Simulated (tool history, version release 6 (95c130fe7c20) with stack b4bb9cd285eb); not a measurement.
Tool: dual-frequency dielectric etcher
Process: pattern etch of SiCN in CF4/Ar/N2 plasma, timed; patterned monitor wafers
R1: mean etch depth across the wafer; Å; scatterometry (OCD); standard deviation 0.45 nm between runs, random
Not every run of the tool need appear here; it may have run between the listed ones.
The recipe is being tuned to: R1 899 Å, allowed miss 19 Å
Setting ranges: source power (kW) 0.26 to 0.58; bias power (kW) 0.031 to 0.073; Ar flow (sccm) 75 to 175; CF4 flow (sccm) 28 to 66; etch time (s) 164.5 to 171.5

run 1 hour=0 | source_power_(kW)=0.42 bias_power_(kW)=0.052 Ar_flow_(sccm)=125 CF4_flow_(sccm)=47 etch_time_(s)=164.5 | R1=1034.5
run 2 hour=8.2 | source_power_(kW)=0.42 bias_power_(kW)=0.047 Ar_flow_(sccm)=125 CF4_flow_(sccm)=47 etch_time_(s)=164.5 | R1=978.39
run 3 hour=15 | source_power_(kW)=0.39 bias_power_(kW)=0.047 Ar_flow_(sccm)=125 CF4_flow_(sccm)=47 etch_time_(s)=164.5 | R1=934.97
run 4 hour=17.2 | source_power_(kW)=0.38 bias_power_(kW)=0.047 Ar_flow_(sccm)=125 CF4_flow_(sccm)=47 etch_time_(s)=164.5 | R1=919.95
run 5 hour=20 | source_power_(kW)=0.38 bias_power_(kW)=0.047 Ar_flow_(sccm)=116 CF4_flow_(sccm)=47 etch_time_(s)=164.5 | R1=943.6
run 6 hour=21.7 | source_power_(kW)=0.38 bias_power_(kW)=0.047 Ar_flow_(sccm)=94 CF4_flow_(sccm)=47 etch_time_(s)=164.5 | R1=984.59
run 7 hour=25.3 | source_power_(kW)=0.37 bias_power_(kW)=0.047 Ar_flow_(sccm)=94 CF4_flow_(sccm)=47 etch_time_(s)=164.5 | R1=980.6
run 8 hour=30.8 | source_power_(kW)=0.36 bias_power_(kW)=0.047 Ar_flow_(sccm)=94 CF4_flow_(sccm)=47 etch_time_(s)=164.5 | R1=952.43
run 9 hour=33.1 | source_power_(kW)=0.34 bias_power_(kW)=0.047 Ar_flow_(sccm)=94 CF4_flow_(sccm)=47 etch_time_(s)=164.5 | R1=927.8
-- hour=40.5 wet clean of the chamber
run 10 hour=40.5 | source_power_(kW)=0.33 bias_power_(kW)=0.047 Ar_flow_(sccm)=94 CF4_flow_(sccm)=47 etch_time_(s)=164.5 | R1=955.16
run 11 hour=44.6 | source_power_(kW)=0.32 bias_power_(kW)=0.047 Ar_flow_(sccm)=94 CF4_flow_(sccm)=47 etch_time_(s)=164.5 | R1=945.77
run 12 hour=52.1 | source_power_(kW)=0.31 bias_power_(kW)=0.047 Ar_flow_(sccm)=94 CF4_flow_(sccm)=47 etch_time_(s)=164.5 | R1=931.91

5 next moves are on the table. One of them brings every result within its allowed miss. Which?
run A hour=59.6 | source_power_(kW)=0.3 bias_power_(kW)=0.048 Ar_flow_(sccm)=91 CF4_flow_(sccm)=43 etch_time_(s)=168.5 | R1=?
run B hour=59.6 | source_power_(kW)=0.27 bias_power_(kW)=0.048 Ar_flow_(sccm)=75 CF4_flow_(sccm)=47 etch_time_(s)=167.5 | R1=?
run C hour=59.6 | source_power_(kW)=0.31 bias_power_(kW)=0.041 Ar_flow_(sccm)=75 CF4_flow_(sccm)=38 etch_time_(s)=167.5 | R1=?
run D hour=59.6 | source_power_(kW)=0.26 bias_power_(kW)=0.058 Ar_flow_(sccm)=106 CF4_flow_(sccm)=49 etch_time_(s)=168 | R1=?
run E hour=59.6 | source_power_(kW)=0.27 bias_power_(kW)=0.051 Ar_flow_(sccm)=75 CF4_flow_(sccm)=41 etch_time_(s)=171.5 | R1=?

move=A R1=939.14
move=B R1=938.84
move=C R1=910.05
move=D R1=935.64
move=E R1=968.24
A: the biggest miss grows against the last run
B: the biggest miss grows against the last run
C: each result inside its tolerance
D: the biggest miss grows against the last run
E: the biggest miss grows against the last run
The right move is C.

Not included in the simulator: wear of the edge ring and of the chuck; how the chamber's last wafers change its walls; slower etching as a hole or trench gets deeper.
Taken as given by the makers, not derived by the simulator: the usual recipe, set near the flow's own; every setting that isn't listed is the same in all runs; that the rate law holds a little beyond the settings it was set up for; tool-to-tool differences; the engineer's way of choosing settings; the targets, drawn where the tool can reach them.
